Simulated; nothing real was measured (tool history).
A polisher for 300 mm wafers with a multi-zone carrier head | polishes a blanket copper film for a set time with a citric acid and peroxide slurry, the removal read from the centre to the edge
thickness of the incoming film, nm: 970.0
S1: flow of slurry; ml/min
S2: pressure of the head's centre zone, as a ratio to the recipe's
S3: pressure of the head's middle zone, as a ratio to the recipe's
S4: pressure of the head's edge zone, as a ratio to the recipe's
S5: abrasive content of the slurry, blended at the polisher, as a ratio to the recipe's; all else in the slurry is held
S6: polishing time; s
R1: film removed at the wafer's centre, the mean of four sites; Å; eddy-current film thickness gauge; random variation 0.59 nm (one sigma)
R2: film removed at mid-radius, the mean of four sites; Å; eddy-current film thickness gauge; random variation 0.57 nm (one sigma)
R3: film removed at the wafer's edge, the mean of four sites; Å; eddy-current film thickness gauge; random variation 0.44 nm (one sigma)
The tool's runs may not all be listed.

{"run": 1, "day": 0.0, "S1": 245, "S2": 1, "S3": 1, "S4": 1, "S5": 1, "S6": 33, "R1": 792.9, "R2": 793.97, "R3": 800.22}
{"run": 2, "day": 0.304, "S1": 245, "S2": 1, "S3": 1, "S4": 1, "S5": 0.9, "S6": 33, "R1": 796.4, "R2": 781.73, "R3": 795.45}
{"run": 3, "day": 0.425, "S1": 245, "S2": 0.96, "S3": 1, "S4": 1, "S5": 0.9, "S6": 33, "R1": 744.12, "R2": 772.21, "R3": 800.93}
{"run": 4, "day": 0.471, "S1": 240, "S2": 0.95, "S3": 0.98, "S4": 0.99, "S5": 0.85, "S6": 31, "R1": 685.34, "R2": 724.45, "R3": 734.39}
{"run": 5, "day": 0.812, "S1": 240, "S2": 0.95, "S3": 1.01, "S4": 0.99, "S5": 0.85, "S6": 31, "R1": 681.84, "R2": 745.54, "R3": 724.72}
{"run": 6, "day": 0.967, "S1": 240, "S2": 1, "S3": 1.01, "S4": 0.99, "S5": 0.85, "S6": 31, "R1": 720.79, "R2": 754.1, "R3": 728.49}

Run 7 comes next. What will it give?
{"run": 7, "day": 1.3, "S1": 240, "S2": 0.99, "S3": 0.98, "S4": 1, "S5": 0.85, "S6": 29, "R1": "?", "R2": "?", "R3": "?"}

Run 7 gave R1 652.38 Å, R2 676.68 Å, R3 688.38 Å.
